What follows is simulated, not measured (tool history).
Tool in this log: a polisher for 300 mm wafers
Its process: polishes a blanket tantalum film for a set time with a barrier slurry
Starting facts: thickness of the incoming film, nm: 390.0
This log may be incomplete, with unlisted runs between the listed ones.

run  hour  flow of slurry (ml/min)  pressure of the wafer on the pad (kPa)  speed of the pad under the wafer (m/s)  abrasive content of the slurry  polishing time (s)  film removed (nm)
  1   0.0                      220                                    10.3                                    0.94                            1.00                  71             71.385
  2   6.7                      220                                    10.3                                    0.94                            1.00                  71             71.473
  3   7.8                      220                                    10.3                                    0.94                            0.90                  71             69.806
  4  13.8                      220                                    10.3                                    0.94                            1.05                  71             72.422
  5  22.6                      220                                    10.3                                    0.94                            1.15                  71             75.568
     28.7  -- slurry nozzle cleaned
  6  28.7                      220                                    10.3                                    0.94                            1.15                  71             79.433
  7  37.0                      220                                     9.0                                    0.94                            1.15                  71             67.673

What does the tool deliver on the next run?
  8  42.6                      220                                     8.3                                    0.94                            1.15                  71                  ?

{"run 8": {"film removed (nm)": 62.235}}
